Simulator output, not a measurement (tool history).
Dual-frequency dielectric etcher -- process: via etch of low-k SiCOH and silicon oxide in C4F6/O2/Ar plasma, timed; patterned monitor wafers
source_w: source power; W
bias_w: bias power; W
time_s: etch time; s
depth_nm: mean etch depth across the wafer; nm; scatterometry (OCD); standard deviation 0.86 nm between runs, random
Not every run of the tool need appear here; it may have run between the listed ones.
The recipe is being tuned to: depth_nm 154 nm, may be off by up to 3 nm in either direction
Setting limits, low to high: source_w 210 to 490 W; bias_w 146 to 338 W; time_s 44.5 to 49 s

| run | day | source_w | bias_w | time_s | depth_nm |
|---|---|---|---|---|---|
| 1 | 0 | 350 | 242 | 49 | 141.7 |
| 2 | 0.025 | 370 | 244 | 49 | 144.73 |
| 3 | 0.262 | 370 | 217 | 49 | 139.26 |
| 4 | 0.388 | 370 | 217 | 44.5 | 126.48 |
| 5 | 0.442 | 390 | 229 | 44.5 | 130.64 |
| 6 | 0.604 | 390 | 229 | 44.5 | 131.72 |
| 7 | 0.7 | 400 | 245 | 45 | 136.38 |
| 8 | 0.929 | 410 | 259 | 45.5 | 140.9 |

Exercise: of the 5 proposed moves below, exactly one satisfies all targets within the stated allowed misses. Which move is it?
| A | 1.158 | 410 | 262 | 47 | ? |
| B | 1.158 | 400 | 325 | 47 | ? |
| C | 1.158 | 390 | 261 | 48.5 | ? |
| D | 1.158 | 450 | 275 | 46.5 | ? |
| E | 1.158 | 440 | 226 | 48 | ? |

| move | depth_nm |
|---|---|
| A | 147.63 |
| B | 158.93 |
| C | 149.69 |
| D | 153.32 |
| E | 146.06 |
A: an improvement on the last run, though not all results are within tolerance
B: the result that was furthest off in the last run now lies on the other side of its target
C: an improvement on the last run, though not all results are within tolerance
D: every result within its allowed miss
E: an improvement on the last run, though not all results are within tolerance
D meets every target.

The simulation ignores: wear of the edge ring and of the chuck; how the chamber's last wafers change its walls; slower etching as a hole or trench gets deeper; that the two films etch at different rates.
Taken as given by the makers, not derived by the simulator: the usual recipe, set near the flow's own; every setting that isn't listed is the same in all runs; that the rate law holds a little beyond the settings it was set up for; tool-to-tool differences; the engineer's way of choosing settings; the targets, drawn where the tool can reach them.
